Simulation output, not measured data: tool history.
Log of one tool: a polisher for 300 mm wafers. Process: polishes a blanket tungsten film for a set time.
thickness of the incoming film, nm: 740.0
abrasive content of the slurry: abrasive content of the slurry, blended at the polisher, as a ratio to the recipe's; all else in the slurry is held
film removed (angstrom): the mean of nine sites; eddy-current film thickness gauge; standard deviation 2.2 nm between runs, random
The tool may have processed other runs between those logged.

run,day,flow of slurry (ml/min),pressure of the wafer on the pad (kPa),speed of the pad under the wafer (m/s),abrasive content of the slurry,polishing time (s),film removed (angstrom)
1,0,305,20,0.94,1,96,3164.4
2,0.083,305,20,0.94,0.9,96,3114.8
3,0.371,305,20,0.74,0.9,96,2458.6
4,0.633,305,20,0.74,0.9,96,2470.4
5,0.758,305,20.7,0.74,0.9,96,2565.8
6,0.846,305,24.8,0.74,0.9,96,3060.7
7,0.933,305,24.1,0.74,0.9,96,3004.3
8,1.112,305,24.1,0.74,0.9,96,2986.2

What will run 9 give?
9,1.133,305,23.4,0.74,0.9,96,?

{"run 9": {"film removed (angstrom)": 2889.8}}
